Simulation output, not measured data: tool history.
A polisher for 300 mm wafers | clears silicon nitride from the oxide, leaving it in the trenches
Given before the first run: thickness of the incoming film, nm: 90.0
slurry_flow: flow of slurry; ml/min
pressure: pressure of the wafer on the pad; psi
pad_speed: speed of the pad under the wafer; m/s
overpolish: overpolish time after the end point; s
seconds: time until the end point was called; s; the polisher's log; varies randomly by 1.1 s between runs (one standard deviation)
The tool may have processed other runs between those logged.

Run 1, hour 0.0: slurry_flow 225 ml/min, pressure 2.1 psi, pad_speed 1.22 m/s, overpolish 5 s. Result: seconds 139.83 s.
Run 2, hour 4.6: slurry_flow 225 ml/min, pressure 2.3 psi, pad_speed 1.22 m/s, overpolish 5 s. Result: seconds 129.12 s.
Run 3, hour 9.4: slurry_flow 225 ml/min, pressure 2.0 psi, pad_speed 1.22 m/s, overpolish 5 s. Result: seconds 143.77 s.
Run 4, hour 17.9: slurry_flow 225 ml/min, pressure 2.2 psi, pad_speed 1.24 m/s, overpolish 5 s. Result: seconds 130.18 s.
At hour 23.8: worn pad replaced by a new one.
Run 5, hour 23.8: slurry_flow 275 ml/min, pressure 2.2 psi, pad_speed 1.24 m/s, overpolish 5 s. Result: seconds 117.70 s.
Run 6, hour 31.2: slurry_flow 290 ml/min, pressure 2.2 psi, pad_speed 1.24 m/s, overpolish 5 s. Result: seconds 117.25 s.
Run 7, hour 35.4: slurry_flow 300 ml/min, pressure 2.3 psi, pad_speed 1.24 m/s, overpolish 5 s. Result: seconds 115.04 s.

Run 8 is up next; what results do you expect?
Run 8, hour 42.7: slurry_flow 305 ml/min, pressure 2.4 psi, pad_speed 1.24 m/s, overpolish 5 s. Result: seconds ?.

Run 8 yielded seconds 108.39 s.

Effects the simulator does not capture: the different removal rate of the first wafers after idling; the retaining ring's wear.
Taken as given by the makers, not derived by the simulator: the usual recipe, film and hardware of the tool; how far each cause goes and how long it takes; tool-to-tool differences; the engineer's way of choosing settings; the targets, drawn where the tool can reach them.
